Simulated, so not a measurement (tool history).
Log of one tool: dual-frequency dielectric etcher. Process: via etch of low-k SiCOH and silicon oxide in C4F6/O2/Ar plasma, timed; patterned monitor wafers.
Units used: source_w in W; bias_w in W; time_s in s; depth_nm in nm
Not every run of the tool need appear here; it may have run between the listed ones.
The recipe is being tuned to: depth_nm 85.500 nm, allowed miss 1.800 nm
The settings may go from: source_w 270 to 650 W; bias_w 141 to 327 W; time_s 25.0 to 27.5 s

Run 1, day 0.000: source_w 460 W, bias_w 234 W, time_s 27.5 s. Result: depth_nm 74.377 nm.
Run 2, day 0.308: source_w 490 W, bias_w 238 W, time_s 27.5 s. Result: depth_nm 77.208 nm.
Run 3, day 0.425: source_w 490 W, bias_w 238 W, time_s 25.0 s. Result: depth_nm 69.600 nm.
Run 4, day 0.625: source_w 510 W, bias_w 258 W, time_s 25.5 s. Result: depth_nm 75.296 nm.
Run 5, day 0.721: source_w 510 W, bias_w 258 W, time_s 27.5 s. Result: depth_nm 80.320 nm.
Run 6, day 0.862: source_w 530 W, bias_w 260 W, time_s 27.5 s. Result: depth_nm 82.039 nm.
Run 7, day 1.217: source_w 540 W, bias_w 261 W, time_s 27.5 s. Result: depth_nm 83.456 nm.
Run 8, day 1.588: source_w 550 W, bias_w 262 W, time_s 27.5 s. Result: depth_nm 82.874 nm.

4 next moves are on the table. One of them brings every result within its allowed miss. Which?
Run A, day 1.958: source_w 500 W, bias_w 291 W, time_s 25.5 s. Result: depth_nm ?.
Run B, day 1.958: source_w 550 W, bias_w 271 W, time_s 27.5 s. Result: depth_nm ?.
Run C, day 1.958: source_w 530 W, bias_w 252 W, time_s 27.5 s. Result: depth_nm ?.
Run D, day 1.958: source_w 550 W, bias_w 264 W, time_s 26.0 s. Result: depth_nm ?.

move  depth_nm
   A    79.571
   B    85.345
   C    81.273
   D    79.629
A: moves away from the targets compared with the last run
B: every result lands within tolerance
C: moves away from the targets compared with the last run
D: moves away from the targets compared with the last run
B meets every target.

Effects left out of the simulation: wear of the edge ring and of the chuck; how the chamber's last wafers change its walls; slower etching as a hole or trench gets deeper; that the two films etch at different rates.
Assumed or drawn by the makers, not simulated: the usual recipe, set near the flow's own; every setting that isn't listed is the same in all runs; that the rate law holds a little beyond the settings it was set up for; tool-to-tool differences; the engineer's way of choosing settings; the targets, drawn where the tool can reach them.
